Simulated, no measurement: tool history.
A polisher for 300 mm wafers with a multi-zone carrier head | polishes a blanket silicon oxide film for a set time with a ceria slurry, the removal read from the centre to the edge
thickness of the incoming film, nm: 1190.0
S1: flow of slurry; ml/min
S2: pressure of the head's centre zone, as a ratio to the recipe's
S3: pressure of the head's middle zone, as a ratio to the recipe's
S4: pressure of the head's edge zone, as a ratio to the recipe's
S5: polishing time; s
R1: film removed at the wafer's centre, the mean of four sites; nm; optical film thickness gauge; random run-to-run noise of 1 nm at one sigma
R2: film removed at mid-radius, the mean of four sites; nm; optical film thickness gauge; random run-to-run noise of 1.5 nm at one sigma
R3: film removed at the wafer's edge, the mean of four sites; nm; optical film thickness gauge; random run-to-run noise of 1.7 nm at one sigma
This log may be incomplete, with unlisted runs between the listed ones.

run	hour	S1	S2	S3	S4	S5	R1	R2	R3
1	0.0	180	1.00	1.00	1.00	38	202.64	195.27	200.84
2	0.7	170	0.97	0.98	0.97	37	187.62	185.50	189.94
3	2.3	170	0.97	0.98	1.01	37	187.01	180.94	192.09
4	7.1	170	0.89	0.98	1.01	37	176.17	186.37	195.53
5	9.1	160	0.88	0.96	0.98	36	166.49	177.51	179.52
6	12.2	160	0.94	0.96	0.98	36	175.50	173.82	183.40
# hour 14.4: slurry nozzle cleaned
7	14.4	150	0.92	0.94	0.96	36	179.73	178.74	187.30
8	17.2	150	0.92	0.95	0.98	35	175.11	177.66	183.10

Run 9 is up next; what results do you expect?
9	20.0	150	0.92	0.95	0.98	35	?	?	?

R1: 174.26 nm
R2: 175.55 nm
R3: 181.39 nm
